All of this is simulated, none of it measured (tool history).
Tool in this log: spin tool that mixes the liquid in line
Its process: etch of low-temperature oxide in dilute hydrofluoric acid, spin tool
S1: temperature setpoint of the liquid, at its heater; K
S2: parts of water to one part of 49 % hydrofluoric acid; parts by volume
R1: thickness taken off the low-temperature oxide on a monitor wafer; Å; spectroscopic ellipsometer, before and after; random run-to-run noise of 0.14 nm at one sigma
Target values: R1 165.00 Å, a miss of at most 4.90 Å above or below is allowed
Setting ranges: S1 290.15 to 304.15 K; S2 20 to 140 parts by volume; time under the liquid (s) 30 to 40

run 1 hour=0.0 | S1=296.15 S2=75 time_under_the_liquid_(s)=40 | R1=138.42
run 2 hour=8.2 | S1=296.15 S2=75 time_under_the_liquid_(s)=40 | R1=138.01
run 3 hour=16.6 | S1=297.65 S2=75 time_under_the_liquid_(s)=40 | R1=146.11
run 4 hour=21.4 | S1=297.65 S2=100 time_under_the_liquid_(s)=40 | R1=106.51
run 5 hour=23.6 | S1=298.65 S2=100 time_under_the_liquid_(s)=40 | R1=109.66
run 6 hour=24.2 | S1=299.15 S2=100 time_under_the_liquid_(s)=40 | R1=111.47
run 7 hour=32.1 | S1=299.65 S2=100 time_under_the_liquid_(s)=40 | R1=112.95
run 8 hour=35.4 | S1=300.15 S2=95 time_under_the_liquid_(s)=40 | R1=121.79
run 9 hour=40.1 | S1=300.65 S2=95 time_under_the_liquid_(s)=40 | R1=125.64
run 10 hour=46.3 | S1=301.15 S2=95 time_under_the_liquid_(s)=40 | R1=128.16

Exercise: of the 4 proposed moves below, exactly one satisfies all targets within the stated allowed misses. Which move is it?
run A hour=52.5 | S1=303.65 S2=95 time_under_the_liquid_(s)=30 | R1=?
run B hour=52.5 | S1=301.65 S2=115 time_under_the_liquid_(s)=40 | R1=?
run C hour=52.5 | S1=302.15 S2=70 time_under_the_liquid_(s)=40 | R1=?
run D hour=52.5 | S1=296.65 S2=65 time_under_the_liquid_(s)=40 | R1=?

move=A R1=104.88
move=B R1=104.24
move=C R1=185.83
move=D R1=161.85
A: the biggest miss grows against the last run
B: the biggest miss grows against the last run
C: takes the biggest miss from the last run beyond its target
D: hits every target within its allowed miss
Move D is the one to make.
